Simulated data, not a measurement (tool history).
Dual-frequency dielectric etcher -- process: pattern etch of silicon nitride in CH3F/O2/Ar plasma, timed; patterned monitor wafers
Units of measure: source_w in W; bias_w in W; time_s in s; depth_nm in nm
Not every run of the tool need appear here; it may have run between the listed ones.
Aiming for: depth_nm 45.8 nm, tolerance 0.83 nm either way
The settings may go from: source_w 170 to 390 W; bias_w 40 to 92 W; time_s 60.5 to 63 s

run,hour,source_w,bias_w,time_s,depth_nm
1,0,280,66,60.5,39.299
2,8.9,280,61,60.5,38.036
3,10.2,290,62,60.5,39.069
4,19.1,290,62,60.5,38.926
5,22.4,290,62,60.5,38.977
6,30,300,62,60.5,39.801
7,31.5,310,62,60.5,40.191
8,34.6,320,62,60.5,41.128
9,43.1,330,62,60.5,41.821
10,48.3,360,63,60.5,44.149

Which one of the following 4 next-run settings gets every result inside its allowed miss? There is exactly one.
A,53.5,350,63,60.5,?
B,53.5,350,60,61.5,?
C,53.5,320,63,60.5,?
D,53.5,350,70,61.5,?

move,depth_nm
A,43.83
B,43.763
C,41.692
D,46.334
A: moves away from the targets compared with the last run
B: moves away from the targets compared with the last run
C: moves away from the targets compared with the last run
D: meets every target
The right move is D.
